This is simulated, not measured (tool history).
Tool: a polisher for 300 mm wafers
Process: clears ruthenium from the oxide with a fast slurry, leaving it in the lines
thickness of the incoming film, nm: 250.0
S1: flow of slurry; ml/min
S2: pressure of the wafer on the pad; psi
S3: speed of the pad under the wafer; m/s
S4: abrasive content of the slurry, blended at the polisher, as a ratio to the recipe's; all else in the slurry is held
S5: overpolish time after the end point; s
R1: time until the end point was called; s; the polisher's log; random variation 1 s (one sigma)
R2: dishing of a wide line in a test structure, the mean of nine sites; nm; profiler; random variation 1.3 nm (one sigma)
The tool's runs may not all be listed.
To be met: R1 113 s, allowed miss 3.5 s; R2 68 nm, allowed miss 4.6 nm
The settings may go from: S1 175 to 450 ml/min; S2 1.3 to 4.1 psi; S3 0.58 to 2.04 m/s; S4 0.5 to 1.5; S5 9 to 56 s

run	hour	S1	S2	S3	S4	S5	R1	R2
1	0	290	2.7	1.3	1	29	51.278	98.688
2	3	290	2.4	1.22	1	31	58.778	93.119
3	10.9	290	2.2	1.12	1	33	67.8	88.032
4	15.7	290	2.2	1.42	1	33	53.414	102.76
5	21.3	290	2	1.28	1	34	63.752	94.838
6	24.3	290	2	1.28	1.15	34	59.709	98.28
7	25.9	290	1.8	1.16	1.15	35	69.11	88.204
8	27.6	290	1.7	1.06	1.15	36	78.149	81.903
9	34.2	290	1.6	1	1.15	37	84.682	77.798
10	38.6	285	1.3	0.74	1.15	42	128.46	64.356
11	42.2	295	1.4	0.74	1.15	42	120.02	65.135
12	43.1	300	1.4	0.74	1.15	42	121.69	63.418
13	48.1	300	1.5	0.74	1.15	42	115.82	65.766
14	54.2	305	1.5	0.74	1.15	43	117.51	68.68

Which of these 4 next moves meets every target?
A	60.3	340	1.5	0.78	1.1	42	?	?
B	60.3	275	1.4	0.68	1.3	42	?	?
C	60.3	300	1.6	0.7	1.1	44	?	?
D	60.3	260	1.4	0.78	1.05	42	?	?

move	R1	R2
A	115.39	67.872
B	128.55	61.946
C	124.49	66.215
D	125.03	63.428
A: meets every target
B: further off than the last run
C: further off than the last run
D: further off than the last run
The right move is A.
